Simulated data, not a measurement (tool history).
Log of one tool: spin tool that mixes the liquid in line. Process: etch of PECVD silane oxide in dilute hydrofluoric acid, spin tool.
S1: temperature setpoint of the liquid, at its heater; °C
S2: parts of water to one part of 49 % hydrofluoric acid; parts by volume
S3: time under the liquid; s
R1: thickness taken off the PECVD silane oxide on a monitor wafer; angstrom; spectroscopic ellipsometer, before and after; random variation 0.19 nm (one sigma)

run    day    S1   S2   S3      R1
  1  0.000  22.0  150  280  235.76
  2  0.067  20.5  150  280  222.52
  3  0.233  19.5  150  280  214.55
  4  0.346  19.0  150  280  211.58
     0.612  -- thermometer replaced
  5  0.612  19.0  150  280  227.23
  6  0.654  19.0  180  280  183.86
  7  0.912  19.0  180  280  180.48
  8  1.258  19.0  180  280  183.16

Run 9 comes next. What will it give?
  9  1.617  19.5  180  280   ?

Run 9 gave R1 187.16 angstrom.
